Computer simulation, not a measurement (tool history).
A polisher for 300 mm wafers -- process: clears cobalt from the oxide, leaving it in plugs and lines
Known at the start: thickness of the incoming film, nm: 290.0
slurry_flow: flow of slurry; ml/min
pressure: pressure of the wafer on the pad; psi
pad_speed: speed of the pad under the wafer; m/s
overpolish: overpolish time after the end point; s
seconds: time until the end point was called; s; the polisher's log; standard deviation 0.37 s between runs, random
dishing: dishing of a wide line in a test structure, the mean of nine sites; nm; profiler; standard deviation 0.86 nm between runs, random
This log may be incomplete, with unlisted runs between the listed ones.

{"run": 1, "hour": 0.0, "slurry_flow": 130, "pressure": 1.4, "pad_speed": 1.2, "overpolish": 19, "seconds": 75.166, "dishing": 47.487}
{"run": 2, "hour": 1.7, "slurry_flow": 130, "pressure": 1.4, "pad_speed": 1.34, "overpolish": 19, "seconds": 67.424, "dishing": 51.108}
{"run": 3, "hour": 3.9, "slurry_flow": 140, "pressure": 1.5, "pad_speed": 1.34, "overpolish": 19, "seconds": 60.952, "dishing": 54.184}
{"run": 4, "hour": 11.1, "slurry_flow": 110, "pressure": 1.5, "pad_speed": 1.34, "overpolish": 19, "seconds": 63.983, "dishing": 52.007}
{"run": 5, "hour": 15.0, "slurry_flow": 120, "pressure": 1.6, "pad_speed": 1.34, "overpolish": 19, "seconds": 59.664, "dishing": 54.338}
{"run": 6, "hour": 16.6, "slurry_flow": 120, "pressure": 1.6, "pad_speed": 1.48, "overpolish": 19, "seconds": 53.845, "dishing": 57.675}
{"run": 7, "hour": 25.6, "slurry_flow": 155, "pressure": 1.9, "pad_speed": 1.48, "overpolish": 19, "seconds": 44.055, "dishing": 63.375}

Run 8, settings as shown, results not yet in. Your forecast:
{"run": 8, "hour": 30.3, "slurry_flow": 155, "pressure": 1.9, "pad_speed": 1.48, "overpolish": 20, "seconds": "?", "dishing": "?"}

{"run 8": {"seconds": 44.056, "dishing": 63.608}}
